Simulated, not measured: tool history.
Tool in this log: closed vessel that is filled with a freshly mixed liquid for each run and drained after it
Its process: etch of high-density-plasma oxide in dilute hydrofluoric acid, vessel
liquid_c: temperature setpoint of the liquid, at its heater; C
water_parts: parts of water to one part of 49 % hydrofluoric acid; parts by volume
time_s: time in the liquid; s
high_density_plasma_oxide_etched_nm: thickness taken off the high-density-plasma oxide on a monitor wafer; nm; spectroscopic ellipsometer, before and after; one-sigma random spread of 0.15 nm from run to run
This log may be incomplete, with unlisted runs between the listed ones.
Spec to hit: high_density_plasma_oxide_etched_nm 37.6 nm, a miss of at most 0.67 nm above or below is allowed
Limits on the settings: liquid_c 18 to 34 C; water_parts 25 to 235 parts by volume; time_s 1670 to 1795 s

run	hour	liquid_c	water_parts	time_s	high_density_plasma_oxide_etched_nm
1	0	26	130	1670	71.388
2	2.5	24	140	1670	60.816
3	7.6	24	140	1795	64.849
4	16.8	21	140	1795	58.047
5	25.1	21	180	1795	43.25
6	32.5	20	180	1795	41.506
7	34.9	19.5	180	1795	40.742
8	40.6	19	180	1795	39.919
9	48.3	18.5	180	1795	39.209
10	50	18	180	1795	38.618

Pick the move, out of 4, that brings all results within their allowed miss; only one does.
A	51.7	19	175	1740	?
B	51.7	18	175	1710	?
C	51.7	18	175	1770	?
D	51.7	18	170	1750	?

move	high_density_plasma_oxide_etched_nm
A	40.008
B	37.783
C	39.109
D	39.997
A: its largest miss is bigger than the last run's
B: all results in spec
C: its largest miss is bigger than the last run's
D: its largest miss is bigger than the last run's
The right move is B.
